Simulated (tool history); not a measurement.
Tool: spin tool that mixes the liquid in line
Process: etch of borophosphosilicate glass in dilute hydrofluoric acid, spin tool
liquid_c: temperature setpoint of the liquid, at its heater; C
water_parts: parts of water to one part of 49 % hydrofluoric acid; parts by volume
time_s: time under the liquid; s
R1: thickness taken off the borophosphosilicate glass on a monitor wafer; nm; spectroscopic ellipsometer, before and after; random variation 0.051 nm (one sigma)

{"run": 1, "hour": 0.0, "liquid_c": 23, "water_parts": 180, "time_s": 20, "R1": 4.1137}
{"run": 2, "hour": 7.0, "liquid_c": 23, "water_parts": 180, "time_s": 15, "R1": 3.0619}
{"run": 3, "hour": 8.6, "liquid_c": 24, "water_parts": 175, "time_s": 15, "R1": 3.3082}
{"run": 4, "hour": 9.6, "liquid_c": 27.5, "water_parts": 175, "time_s": 15, "R1": 3.8138}
{"run": 5, "hour": 14.7, "liquid_c": 28, "water_parts": 170, "time_s": 15, "R1": 4.0012}
{"run": 6, "hour": 17.3, "liquid_c": 28, "water_parts": 215, "time_s": 15, "R1": 2.982}
{"run": 7, "hour": 22.3, "liquid_c": 28.5, "water_parts": 205, "time_s": 15, "R1": 3.1845}
{"run": 8, "hour": 31.1, "liquid_c": 29, "water_parts": 195, "time_s": 15, "R1": 3.4784}
{"run": 9, "hour": 35.3, "liquid_c": 29, "water_parts": 190, "time_s": 15, "R1": 3.5573}

The next listed run, before its measurement:
{"run": 10, "hour": 43.6, "liquid_c": 29, "water_parts": 185, "time_s": 15, "R1": "?"}

{"run 10": {"R1": 3.6724}}

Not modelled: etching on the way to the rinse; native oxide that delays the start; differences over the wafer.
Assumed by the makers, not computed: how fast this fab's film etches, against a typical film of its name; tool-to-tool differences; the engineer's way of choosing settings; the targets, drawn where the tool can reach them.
